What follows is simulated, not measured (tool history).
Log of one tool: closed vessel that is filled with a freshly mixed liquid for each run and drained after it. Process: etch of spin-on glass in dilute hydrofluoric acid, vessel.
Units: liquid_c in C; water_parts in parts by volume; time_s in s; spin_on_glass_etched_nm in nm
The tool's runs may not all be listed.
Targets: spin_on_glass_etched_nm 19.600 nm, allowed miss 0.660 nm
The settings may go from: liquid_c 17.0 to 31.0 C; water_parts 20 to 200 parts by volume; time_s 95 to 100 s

run 1 day=0.000 | liquid_c=23.0 water_parts=110 time_s=95 | spin_on_glass_etched_nm=32.046
run 2 day=0.217 | liquid_c=23.0 water_parts=110 time_s=100 | spin_on_glass_etched_nm=33.395
run 3 day=0.588 | liquid_c=21.5 water_parts=120 time_s=100 | spin_on_glass_etched_nm=27.925
run 4 day=0.729 | liquid_c=21.5 water_parts=140 time_s=100 | spin_on_glass_etched_nm=23.692
run 5 day=0.812 | liquid_c=21.5 water_parts=140 time_s=100 | spin_on_glass_etched_nm=23.506
run 6 day=1.138 | liquid_c=23.0 water_parts=140 time_s=100 | spin_on_glass_etched_nm=25.727
run 7 day=1.200 | liquid_c=22.0 water_parts=140 time_s=100 | spin_on_glass_etched_nm=23.885
run 8 day=1.367 | liquid_c=21.0 water_parts=140 time_s=100 | spin_on_glass_etched_nm=23.278

Which of these 4 next moves meets every target?
run A day=1.533 | liquid_c=19.5 water_parts=135 time_s=95 | spin_on_glass_etched_nm=?
run B day=1.533 | liquid_c=22.0 water_parts=160 time_s=100 | spin_on_glass_etched_nm=?
run C day=1.533 | liquid_c=22.5 water_parts=165 time_s=95 | spin_on_glass_etched_nm=?
run D day=1.533 | liquid_c=22.0 water_parts=145 time_s=95 | spin_on_glass_etched_nm=?

move=A spin_on_glass_etched_nm=21.628
move=B spin_on_glass_etched_nm=20.649
move=C spin_on_glass_etched_nm=19.289
move=D spin_on_glass_etched_nm=22.002
A: nearer than the last run, and not there yet
B: nearer than the last run, and not there yet
C: meets every target
D: nearer than the last run, and not there yet
Answer: C
